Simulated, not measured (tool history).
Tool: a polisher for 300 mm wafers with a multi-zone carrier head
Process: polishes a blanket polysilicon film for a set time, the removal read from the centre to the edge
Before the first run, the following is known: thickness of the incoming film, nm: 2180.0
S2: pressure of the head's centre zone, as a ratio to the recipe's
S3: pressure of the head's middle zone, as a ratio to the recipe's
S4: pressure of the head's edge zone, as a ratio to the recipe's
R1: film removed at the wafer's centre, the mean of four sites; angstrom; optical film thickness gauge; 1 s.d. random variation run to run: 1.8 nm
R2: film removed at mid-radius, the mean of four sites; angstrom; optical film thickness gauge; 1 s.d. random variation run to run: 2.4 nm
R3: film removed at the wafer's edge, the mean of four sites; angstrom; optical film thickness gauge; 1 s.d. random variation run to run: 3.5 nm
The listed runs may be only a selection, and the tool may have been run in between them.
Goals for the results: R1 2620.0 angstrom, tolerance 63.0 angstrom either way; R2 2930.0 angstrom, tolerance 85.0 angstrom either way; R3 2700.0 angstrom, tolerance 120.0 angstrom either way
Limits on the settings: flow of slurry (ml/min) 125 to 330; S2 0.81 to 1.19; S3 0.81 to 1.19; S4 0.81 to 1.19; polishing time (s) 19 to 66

run 1 hour=0.0 | flow_of_slurry_(ml/min)=210 S2=1.00 S3=1.00 S4=1.00 polishing_time_(s)=42 | R1=3735.9 R2=3765.4 R3=3683.2
run 2 hour=9.0 | flow_of_slurry_(ml/min)=210 S2=1.00 S3=1.08 S4=1.00 polishing_time_(s)=42 | R1=3781.6 R2=4014.0 R3=3664.0
run 3 hour=15.6 | flow_of_slurry_(ml/min)=205 S2=0.97 S3=1.05 S4=0.95 polishing_time_(s)=39 | R1=3367.8 R2=3520.7 R3=3266.0
run 4 hour=18.7 | flow_of_slurry_(ml/min)=205 S2=0.97 S3=1.05 S4=0.89 polishing_time_(s)=39 | R1=3396.5 R2=3603.9 R3=3242.3
run 5 hour=19.7 | flow_of_slurry_(ml/min)=205 S2=0.97 S3=0.99 S4=0.89 polishing_time_(s)=39 | R1=3348.2 R2=3368.5 R3=3294.1
run 6 hour=20.5 | flow_of_slurry_(ml/min)=195 S2=0.94 S3=1.01 S4=0.87 polishing_time_(s)=37 | R1=3027.7 R2=3214.7 R3=3057.9
run 7 hour=27.0 | flow_of_slurry_(ml/min)=185 S2=0.93 S3=1.02 S4=0.85 polishing_time_(s)=36 | R1=2940.2 R2=3178.3 R3=2902.1
run 8 hour=33.1 | flow_of_slurry_(ml/min)=175 S2=0.91 S3=1.01 S4=0.84 polishing_time_(s)=36 | R1=2835.6 R2=3105.9 R3=2891.1
run 9 hour=41.9 | flow_of_slurry_(ml/min)=165 S2=0.90 S3=1.01 S4=0.83 polishing_time_(s)=36 | R1=2812.0 R2=3077.8 R3=2874.5

Exactly one of the 4 candidate moves below puts every result within its allowed miss. Which one?
run A hour=50.7 | flow_of_slurry_(ml/min)=180 S2=0.87 S3=0.94 S4=0.86 polishing_time_(s)=36 | R1=? R2=? R3=?
run B hour=50.7 | flow_of_slurry_(ml/min)=170 S2=0.84 S3=0.89 S4=0.86 polishing_time_(s)=38 | R1=? R2=? R3=?
run C hour=50.7 | flow_of_slurry_(ml/min)=155 S2=0.89 S3=1.14 S4=0.84 polishing_time_(s)=35 | R1=? R2=? R3=?
run D hour=50.7 | flow_of_slurry_(ml/min)=150 S2=0.90 S3=1.03 S4=0.89 polishing_time_(s)=34 | R1=? R2=? R3=?

move=A R1=2759.7 R2=2964.7 R3=2889.5
move=B R1=2784.5 R2=2965.8 R3=3033.4
move=C R1=2679.9 R2=3318.4 R3=2726.8
move=D R1=2615.1 R2=2939.7 R3=2712.4
A: an improvement on the last run, though not all results are within tolerance
B: an improvement on the last run, though not all results are within tolerance
C: gets the furthest-off result to its target, but another result is out of tolerance
D: all results in spec
Go with D: it meets all targets.
